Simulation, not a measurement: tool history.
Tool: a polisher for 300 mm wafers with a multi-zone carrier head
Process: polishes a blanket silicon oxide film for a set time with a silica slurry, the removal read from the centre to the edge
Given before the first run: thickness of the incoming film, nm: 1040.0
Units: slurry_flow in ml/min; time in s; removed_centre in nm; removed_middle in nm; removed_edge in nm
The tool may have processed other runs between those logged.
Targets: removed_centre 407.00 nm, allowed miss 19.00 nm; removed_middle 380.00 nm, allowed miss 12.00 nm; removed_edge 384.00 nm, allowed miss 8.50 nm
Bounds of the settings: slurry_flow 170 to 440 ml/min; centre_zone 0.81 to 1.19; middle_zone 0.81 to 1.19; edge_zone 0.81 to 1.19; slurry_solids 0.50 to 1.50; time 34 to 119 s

run 1 hour=0.0 | slurry_flow=280 centre_zone=1.00 middle_zone=1.00 edge_zone=1.00 slurry_solids=1.00 time=76 | removed_centre=393.01 removed_middle=397.67 removed_edge=395.61
run 2 hour=4.7 | slurry_flow=280 centre_zone=1.00 middle_zone=1.00 edge_zone=1.00 slurry_solids=1.00 time=91 | removed_centre=468.49 removed_middle=472.51 removed_edge=473.32
run 3 hour=9.0 | slurry_flow=280 centre_zone=1.00 middle_zone=0.99 edge_zone=0.98 slurry_solids=0.95 time=91 | removed_centre=454.74 removed_middle=451.60 removed_edge=456.37
run 4 hour=15.5 | slurry_flow=280 centre_zone=1.00 middle_zone=1.07 edge_zone=0.98 slurry_solids=0.95 time=91 | removed_centre=437.28 removed_middle=476.33 removed_edge=456.96
run 5 hour=16.2 | slurry_flow=310 centre_zone=1.00 middle_zone=1.07 edge_zone=0.98 slurry_solids=0.95 time=91 | removed_centre=447.29 removed_middle=490.81 removed_edge=455.77
run 6 hour=19.8 | slurry_flow=310 centre_zone=0.95 middle_zone=1.07 edge_zone=0.98 slurry_solids=0.95 time=91 | removed_centre=433.14 removed_middle=484.41 removed_edge=455.90
run 7 hour=24.9 | slurry_flow=310 centre_zone=0.95 middle_zone=1.05 edge_zone=0.97 slurry_solids=0.95 time=91 | removed_centre=445.47 removed_middle=466.32 removed_edge=454.29
run 8 hour=26.9 | slurry_flow=310 centre_zone=0.95 middle_zone=1.05 edge_zone=0.96 slurry_solids=0.95 time=91 | removed_centre=442.62 removed_middle=479.07 removed_edge=458.30
-- hour=30.3 worn pad replaced by a new one
run 9 hour=30.3 | slurry_flow=310 centre_zone=0.96 middle_zone=1.04 edge_zone=0.95 slurry_solids=0.90 time=91 | removed_centre=459.63 removed_middle=497.89 removed_edge=472.70
run 10 hour=34.1 | slurry_flow=310 centre_zone=0.98 middle_zone=1.04 edge_zone=0.98 slurry_solids=0.95 time=90 | removed_centre=474.69 removed_middle=509.07 removed_edge=489.05
run 11 hour=38.1 | slurry_flow=280 centre_zone=0.97 middle_zone=0.94 edge_zone=0.88 slurry_solids=0.70 time=89 | removed_centre=380.20 removed_middle=387.46 removed_edge=376.86
run 12 hour=42.6 | slurry_flow=280 centre_zone=0.98 middle_zone=0.93 edge_zone=0.88 slurry_solids=0.70 time=89 | removed_centre=394.44 removed_middle=385.15 removed_edge=375.75

Next run, 4 choices. One meets every target within its allowed miss, the rest don't. Which?
run A hour=47.1 | slurry_flow=345 centre_zone=1.03 middle_zone=0.87 edge_zone=0.94 slurry_solids=1.00 time=67 | removed_centre=? removed_middle=? removed_edge=?
run B hour=47.1 | slurry_flow=250 centre_zone=0.94 middle_zone=0.92 edge_zone=0.95 slurry_solids=0.55 time=109 | removed_centre=? removed_middle=? removed_edge=?
run C hour=47.1 | slurry_flow=190 centre_zone=0.94 middle_zone=1.01 edge_zone=0.85 slurry_solids=0.55 time=113 | removed_centre=? removed_middle=? removed_edge=?
run D hour=47.1 | slurry_flow=395 centre_zone=0.98 middle_zone=0.84 edge_zone=0.84 slurry_solids=0.60 time=102 | removed_centre=? removed_middle=? removed_edge=?

move=A removed_centre=380.92 removed_middle=349.96 removed_edge=371.38
move=B removed_centre=372.69 removed_middle=380.53 removed_edge=395.58
move=C removed_centre=376.05 removed_middle=405.84 removed_edge=382.18
move=D removed_centre=402.37 removed_middle=377.19 removed_edge=386.66
A: lands further from the targets than the last run did
B: pushes the last run's worst result past its target
C: corrects the largest miss of the last run, while another result sits out of spec
D: every result within its allowed miss
The right move is D.

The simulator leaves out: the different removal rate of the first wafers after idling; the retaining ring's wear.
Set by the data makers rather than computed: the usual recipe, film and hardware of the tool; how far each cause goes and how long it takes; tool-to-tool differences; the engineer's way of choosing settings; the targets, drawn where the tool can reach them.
